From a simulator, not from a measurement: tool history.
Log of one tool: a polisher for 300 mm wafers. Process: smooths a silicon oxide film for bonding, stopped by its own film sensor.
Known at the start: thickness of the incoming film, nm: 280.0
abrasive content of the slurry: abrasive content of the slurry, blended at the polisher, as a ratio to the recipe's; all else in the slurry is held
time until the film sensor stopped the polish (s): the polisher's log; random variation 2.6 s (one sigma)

run	hour	flow of slurry (ml/min)	pressure of the wafer on the pad (kPa)	speed of the pad under the wafer (cm/s)	abrasive content of the slurry	target thickness at which the film sensor stops the polish (nm)	time until the film sensor stopped the polish (s)
1	0.0	155	17.2	70	1.00	217	119.31
2	4.3	155	17.2	70	1.00	217	120.74
3	13.2	155	17.2	70	1.00	217	121.01
4	20.0	155	17.2	70	1.00	214	125.35
# hour 20.8: slurry nozzle cleaned
5	20.8	155	17.2	70	1.15	214	103.30
6	21.4	150	15.9	64	1.15	214	117.57
7	28.9	150	14.5	58	1.10	214	137.37
8	32.9	150	13.1	54	1.05	214	160.70
9	39.9	150	12.4	50	1.05	214	180.44
10	46.8	150	11.7	46	1.05	214	195.76

Run 11 comes next. What will it give?
11	53.8	150	11.0	44	1.05	214	?

{"run 11": {"time until the film sensor stopped the polish (s)": 213.92}}

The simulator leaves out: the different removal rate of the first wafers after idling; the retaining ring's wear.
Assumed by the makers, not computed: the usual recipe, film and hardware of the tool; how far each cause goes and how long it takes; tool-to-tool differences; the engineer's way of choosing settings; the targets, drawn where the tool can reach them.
